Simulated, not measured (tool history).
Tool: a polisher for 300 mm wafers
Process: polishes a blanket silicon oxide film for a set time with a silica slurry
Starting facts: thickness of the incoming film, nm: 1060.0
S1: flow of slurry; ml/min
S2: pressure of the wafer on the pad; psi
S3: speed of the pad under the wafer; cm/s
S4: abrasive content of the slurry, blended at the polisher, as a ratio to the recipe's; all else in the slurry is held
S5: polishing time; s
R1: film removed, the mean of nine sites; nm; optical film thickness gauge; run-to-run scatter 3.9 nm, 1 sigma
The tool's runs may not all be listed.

| run | hour | S1 | S2 | S3 | S4 | S5 | R1 |
|---|---|---|---|---|---|---|---|
| 1 | 0 | 255 | 5.3 | 90 | 1 | 108 | 380.75 |
| 2 | 4.1 | 255 | 4 | 90 | 1 | 108 | 290.9 |
| 3 | 5 | 255 | 4 | 98 | 1 | 108 | 306.32 |
| 4 | 12.9 | 255 | 5 | 98 | 1 | 108 | 376.65 |
| 5 | 20.6 | 260 | 5.4 | 98 | 1 | 108 | 402.73 |
| 6 | 26.7 | 260 | 5.8 | 98 | 1 | 108 | 437.3 |
| 7 | 35.6 | 260 | 6.1 | 98 | 1 | 108 | 456.43 |

For run 8, what comes out?
| 8 | 41.5 | 260 | 6.4 | 98 | 1 | 108 | ? |

{"run 8": {"R1": 479.41}}

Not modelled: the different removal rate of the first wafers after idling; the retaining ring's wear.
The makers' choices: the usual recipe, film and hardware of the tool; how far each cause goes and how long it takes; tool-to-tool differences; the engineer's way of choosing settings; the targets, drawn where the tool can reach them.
